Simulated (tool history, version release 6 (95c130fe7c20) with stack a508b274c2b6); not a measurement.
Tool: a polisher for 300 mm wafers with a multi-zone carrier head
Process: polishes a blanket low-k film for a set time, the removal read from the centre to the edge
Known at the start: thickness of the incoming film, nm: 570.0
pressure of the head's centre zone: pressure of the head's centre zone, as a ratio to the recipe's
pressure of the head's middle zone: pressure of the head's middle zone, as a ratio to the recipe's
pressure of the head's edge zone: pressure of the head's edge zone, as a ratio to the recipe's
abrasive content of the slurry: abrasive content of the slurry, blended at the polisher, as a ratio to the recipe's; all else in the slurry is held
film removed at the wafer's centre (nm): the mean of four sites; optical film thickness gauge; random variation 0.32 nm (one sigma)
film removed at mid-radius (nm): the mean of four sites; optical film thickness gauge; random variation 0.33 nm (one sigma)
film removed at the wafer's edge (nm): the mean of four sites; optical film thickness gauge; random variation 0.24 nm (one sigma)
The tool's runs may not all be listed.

run,hour,flow of slurry (ml/min),pressure of the head's centre zone,pressure of the head's middle zone,pressure of the head's edge zone,abrasive content of the slurry,polishing time (s),film removed at the wafer's centre (nm),film removed at mid-radius (nm),film removed at the wafer's edge (nm)
1,0,160,1,1,1,1,67,28.12,28.116,27.617
2,8,175,1.02,1.05,1.01,1,67,29.212,29.437,28.272
3,9.3,175,1.02,1.05,1.01,1,56,24.331,25.139,23.217
4,13.2,190,1.04,1.09,1.01,1.15,56,27.191,27.485,25.373
5,17.7,200,1.03,1.12,0.97,1.25,57,28.538,29.31,25.847
6,22.1,200,1.03,1.08,0.97,1.25,57,28.409,28.955,26.36
7,24,245,1.02,1.18,0.98,1.5,59,31.997,35.699,29.784

The next listed run, before its measurement:
8,28.2,245,1.03,1.18,0.98,1.5,59,?,?,?

Run 8 gave film removed at the wafer's centre (nm) 32.283, film removed at mid-radius (nm) 35.377, film removed at the wafer's edge (nm) 29.542.
